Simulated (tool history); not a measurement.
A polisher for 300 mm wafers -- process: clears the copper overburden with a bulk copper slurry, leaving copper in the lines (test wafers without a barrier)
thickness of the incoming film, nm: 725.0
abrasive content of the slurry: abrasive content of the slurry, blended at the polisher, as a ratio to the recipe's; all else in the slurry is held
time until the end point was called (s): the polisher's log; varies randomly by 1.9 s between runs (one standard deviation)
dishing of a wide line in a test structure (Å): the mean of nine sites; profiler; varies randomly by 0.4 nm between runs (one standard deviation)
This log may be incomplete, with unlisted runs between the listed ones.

| run | hour | flow of slurry (ml/min) | pressure of the wafer on the pad (kPa) | speed of the pad under the wafer (cm/s) | abrasive content of the slurry | overpolish time after the end point (s) | time until the end point was called (s) | dishing of a wide line in a test structure (Å) |
|---|---|---|---|---|---|---|---|---|
| 1 | 0.0 | 315 | 12.4 | 98 | 1.0 | 9 | 121.47 | 401.07 |
| 2 | 2.5 | 315 | 12.4 | 98 | 1.0 | 12 | 119.22 | 511.53 |
| 3 | 4.6 | 315 | 10.3 | 98 | 1.0 | 12 | 141.21 | 442.74 |
| 4 | 9.9 | 315 | 7.6 | 98 | 1.0 | 12 | 181.57 | 344.69 |
| 5 | 14.2 | 315 | 6.9 | 98 | 1.0 | 12 | 196.65 | 320.83 |
| 6 | 21.1 | 315 | 6.2 | 98 | 1.0 | 12 | 213.19 | 299.33 |
| 7 | 22.1 | 315 | 6.2 | 98 | 1.0 | 11 | 211.42 | 287.67 |
| 8 | 23.6 | 315 | 6.2 | 98 | 1.0 | 10 | 212.22 | 258.86 |
| 9 | 29.0 | 310 | 6.2 | 98 | 1.0 | 10 | 214.41 | 265.38 |

For run 10, what comes out?
| 10 | 33.9 | 305 | 6.2 | 98 | 1.0 | 10 | ? | ? |

{"run 10": {"time until the end point was called (s)": 214.76, "dishing of a wide line in a test structure (Å)": 253.54}}

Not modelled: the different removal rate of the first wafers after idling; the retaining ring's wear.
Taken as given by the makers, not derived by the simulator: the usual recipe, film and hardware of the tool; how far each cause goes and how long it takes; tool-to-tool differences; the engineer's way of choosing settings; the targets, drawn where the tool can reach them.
